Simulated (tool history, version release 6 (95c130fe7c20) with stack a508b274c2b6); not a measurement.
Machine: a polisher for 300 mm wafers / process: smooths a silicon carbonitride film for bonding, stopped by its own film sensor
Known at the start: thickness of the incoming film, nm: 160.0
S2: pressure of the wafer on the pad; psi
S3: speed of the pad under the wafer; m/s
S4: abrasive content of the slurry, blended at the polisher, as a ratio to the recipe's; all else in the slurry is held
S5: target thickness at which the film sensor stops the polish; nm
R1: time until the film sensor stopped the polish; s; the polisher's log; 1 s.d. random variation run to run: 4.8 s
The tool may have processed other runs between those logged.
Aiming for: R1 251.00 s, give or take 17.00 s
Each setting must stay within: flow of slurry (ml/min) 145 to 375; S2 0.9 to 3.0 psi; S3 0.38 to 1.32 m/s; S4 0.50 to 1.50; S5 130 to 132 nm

Run 1, hour 0.0: flow of slurry (ml/min) 240, S2 1.9 psi, S3 0.84 m/s, S4 1.00, S5 132 nm. Result: R1 164.56 s.
Run 2, hour 4.8: flow of slurry (ml/min) 240, S2 1.9 psi, S3 0.84 m/s, S4 1.00, S5 130 nm. Result: R1 169.23 s.
Run 3, hour 10.9: flow of slurry (ml/min) 240, S2 2.4 psi, S3 0.84 m/s, S4 1.00, S5 130 nm. Result: R1 137.75 s.
Run 4, hour 16.6: flow of slurry (ml/min) 240, S2 2.4 psi, S3 0.84 m/s, S4 1.00, S5 130 nm. Result: R1 139.86 s.
Run 5, hour 22.0: flow of slurry (ml/min) 240, S2 2.1 psi, S3 0.84 m/s, S4 1.00, S5 130 nm. Result: R1 156.81 s.
Run 6, hour 28.0: flow of slurry (ml/min) 240, S2 2.1 psi, S3 0.94 m/s, S4 1.00, S5 130 nm. Result: R1 146.73 s.
Run 7, hour 30.2: flow of slurry (ml/min) 240, S2 1.8 psi, S3 0.90 m/s, S4 1.00, S5 130 nm. Result: R1 174.36 s.
At hour 32.6: worn pad replaced by a new one.
Run 8, hour 32.6: flow of slurry (ml/min) 240, S2 1.6 psi, S3 0.88 m/s, S4 1.00, S5 130 nm. Result: R1 172.25 s.
Run 9, hour 40.2: flow of slurry (ml/min) 225, S2 1.3 psi, S3 0.64 m/s, S4 0.80, S5 130 nm. Result: R1 323.01 s.
Run 10, hour 48.7: flow of slurry (ml/min) 225, S2 1.5 psi, S3 0.66 m/s, S4 0.80, S5 130 nm. Result: R1 264.57 s.

Below are 5 possible settings for the next run. Only one of them brings all results inside the allowed miss of their targets. Which is it?
Run A, hour 57.2: flow of slurry (ml/min) 255, S2 2.0 psi, S3 0.64 m/s, S4 0.70, S5 131 nm. Result: R1 ?.
Run B, hour 57.2: flow of slurry (ml/min) 220, S2 1.0 psi, S3 0.72 m/s, S4 0.90, S5 132 nm. Result: R1 ?.
Run C, hour 57.2: flow of slurry (ml/min) 170, S2 1.8 psi, S3 0.60 m/s, S4 0.65, S5 130 nm. Result: R1 ?.
Run D, hour 57.2: flow of slurry (ml/min) 200, S2 1.7 psi, S3 0.62 m/s, S4 0.75, S5 132 nm. Result: R1 ?.
Run E, hour 57.2: flow of slurry (ml/min) 215, S2 1.8 psi, S3 0.44 m/s, S4 0.85, S5 132 nm. Result: R1 ?.

move      R1
   A  219.70
   B  326.24
   C  296.42
   D  250.94
   E  285.81
A: carries the result that was furthest off beyond its target, to the other side
B: further off than the last run
C: further off than the last run
D: every result lands within tolerance
E: further off than the last run
Correct choice: D, which meets every target
